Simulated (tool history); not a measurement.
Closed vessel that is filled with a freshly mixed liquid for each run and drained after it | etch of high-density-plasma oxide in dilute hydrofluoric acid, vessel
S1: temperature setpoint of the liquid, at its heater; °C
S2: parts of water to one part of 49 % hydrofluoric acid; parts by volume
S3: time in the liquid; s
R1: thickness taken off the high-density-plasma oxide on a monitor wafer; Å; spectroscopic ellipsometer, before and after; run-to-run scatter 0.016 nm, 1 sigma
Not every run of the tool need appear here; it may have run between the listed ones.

run	hour	S1	S2	S3	R1
1	0	24	215	215	46.985
2	8.6	24	215	215	47.238
3	17	22.5	215	215	44.514
4	22.8	22.5	180	215	55.364
5	26.5	19.5	180	215	49.079
6	29.5	17.5	180	215	45.481
7	37.5	17.5	190	215	42.117
8	40.9	17.5	195	215	41.208
9	45.9	17.5	200	215	40.038

Expected results for the next run?
10	48.3	17.5	205	215	?

R1: 39.152 Å
